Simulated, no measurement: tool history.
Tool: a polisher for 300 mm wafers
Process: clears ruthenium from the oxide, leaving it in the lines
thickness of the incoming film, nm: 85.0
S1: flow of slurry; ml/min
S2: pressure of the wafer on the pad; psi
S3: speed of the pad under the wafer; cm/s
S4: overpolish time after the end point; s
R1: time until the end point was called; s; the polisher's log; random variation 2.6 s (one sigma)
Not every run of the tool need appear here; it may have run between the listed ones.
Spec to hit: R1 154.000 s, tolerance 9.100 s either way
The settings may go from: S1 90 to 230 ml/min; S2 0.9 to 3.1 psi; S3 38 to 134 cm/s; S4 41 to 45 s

run,hour,S1,S2,S3,S4,R1
1,0.0,150,2.0,86,41,90.305
2,6.7,150,2.0,86,41,94.859
3,13.7,150,2.0,86,45,90.485
4,22.3,150,2.3,86,45,78.706
5,24.9,150,2.3,86,41,81.298
6,32.4,150,2.6,86,41,69.269
7,41.1,150,2.3,84,41,81.674
8,48.2,150,2.1,82,41,92.004
9,56.8,150,1.9,80,41,102.950
10,62.6,150,1.8,80,41,106.360
11,66.9,150,1.7,80,41,116.000
12,73.7,150,1.6,80,41,121.150

Below are 4 possible settings for the next run. Only one of them brings all results inside the allowed miss of their targets. Which is it?
A,80.5,160,1.4,64,42,?
B,80.5,130,1.6,74,41,?
C,80.5,135,1.8,68,41,?
D,80.5,110,1.6,68,42,?

move,R1
A,172.660
B,137.400
C,132.020
D,154.930
A: carries the result that was furthest off beyond its target, to the other side
B: moves toward the targets from the last run without getting all of them in spec
C: moves toward the targets from the last run without getting all of them in spec
D: all results land within tolerance of their targets
Answer: D

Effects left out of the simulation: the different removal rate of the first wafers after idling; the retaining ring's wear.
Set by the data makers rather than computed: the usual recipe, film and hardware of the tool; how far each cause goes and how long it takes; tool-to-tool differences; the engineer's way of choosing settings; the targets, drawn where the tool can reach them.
